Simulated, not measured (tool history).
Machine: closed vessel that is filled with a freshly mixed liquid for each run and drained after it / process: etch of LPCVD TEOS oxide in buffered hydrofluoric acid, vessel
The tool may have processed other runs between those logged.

run  hour  temperature setpoint of the liquid (C)  parts of 40 % ammonium fluoride to one part of 49 % hydrofluoric acid (parts by volume)  time in the liquid (s)  thickness taken off the LPCVD TEOS oxide on a monitor wafer (nm)
  1   0.0                                      25                                                                                     12.0                      90                                                            206.70
  2   1.1                                      28                                                                                     12.0                      90                                                            248.75
  3  10.3                                      29                                                                                     12.0                      90                                                            257.31
  4  15.1                                      29                                                                                     14.5                      90                                                            217.52
  5  19.5                                      29                                                                                     14.5                      95                                                            226.93
  6  28.1                                      32                                                                                     14.5                      95                                                            270.35
  7  32.1                                      32                                                                                     14.0                      95                                                            276.63
  8  38.0                                      32                                                                                     13.5                      95                                                            285.53

For run 9, what comes out?
  9  47.2                                      32                                                                                     13.0                      95                                                                 ?

Run 9 gave thickness taken off the LPCVD TEOS oxide on a monitor wafer (nm) 293.66.
